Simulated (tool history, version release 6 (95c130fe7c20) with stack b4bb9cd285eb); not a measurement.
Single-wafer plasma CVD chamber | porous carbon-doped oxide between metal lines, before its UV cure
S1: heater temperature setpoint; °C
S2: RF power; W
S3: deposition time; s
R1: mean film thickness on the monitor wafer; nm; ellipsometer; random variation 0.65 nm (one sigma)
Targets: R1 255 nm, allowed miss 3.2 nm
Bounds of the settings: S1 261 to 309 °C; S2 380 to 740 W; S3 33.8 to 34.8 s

run,hour,S1,S2,S3,R1
1,0,285,560,33.8,216.32
2,4.6,282,565,33.8,221.68
3,10.1,282,525,33.8,213.67
4,15.2,279,530,33.8,219.4
5,16.3,279,610,33.8,234.05
6,21.1,279,580,33.8,229.11
7,26.8,277,580,33.8,232.5
8,27.8,275,580,33.8,236.29
9,31.5,263,585,33.8,258.9

Which of these 4 next moves meets every target?
A,35.2,263,565,34.8,?
B,35.2,266,570,34.6,?
C,35.2,266,630,34.2,?
D,35.2,266,600,34.6,?

move,R1
A,262.2
B,255.99
C,266.33
D,262.71
A: further off than the last run
B: meets every target
C: further off than the last run
D: further off than the last run
Move B is the one to make.
